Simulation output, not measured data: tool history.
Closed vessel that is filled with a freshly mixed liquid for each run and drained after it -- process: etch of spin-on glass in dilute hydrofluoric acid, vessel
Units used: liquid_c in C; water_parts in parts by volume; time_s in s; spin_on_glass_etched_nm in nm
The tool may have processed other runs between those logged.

Run 1, hour 0: liquid_c 21 C, water_parts 230 parts by volume, time_s 30 s. Result: spin_on_glass_etched_nm 3.3482 nm.
Run 2, hour 3.7: liquid_c 23 C, water_parts 205 parts by volume, time_s 30 s. Result: spin_on_glass_etched_nm 4.1311 nm.
Run 3, hour 9.9: liquid_c 23 C, water_parts 205 parts by volume, time_s 30 s. Result: spin_on_glass_etched_nm 4.1671 nm.
Run 4, hour 18.5: liquid_c 25.5 C, water_parts 205 parts by volume, time_s 30 s. Result: spin_on_glass_etched_nm 4.5453 nm.
Run 5, hour 27.4: liquid_c 28 C, water_parts 205 parts by volume, time_s 30 s. Result: spin_on_glass_etched_nm 4.9934 nm.
Run 6, hour 29.6: liquid_c 26 C, water_parts 205 parts by volume, time_s 30 s. Result: spin_on_glass_etched_nm 4.664 nm.
Run 7, hour 35.3: liquid_c 27 C, water_parts 185 parts by volume, time_s 30 s. Result: spin_on_glass_etched_nm 5.3991 nm.

Expected results for the next run?
Run 8, hour 44: liquid_c 27.5 C, water_parts 175 parts by volume, time_s 30 s. Result: spin_on_glass_etched_nm ?.

Run 8 came out at spin_on_glass_etched_nm 5.9505 nm.
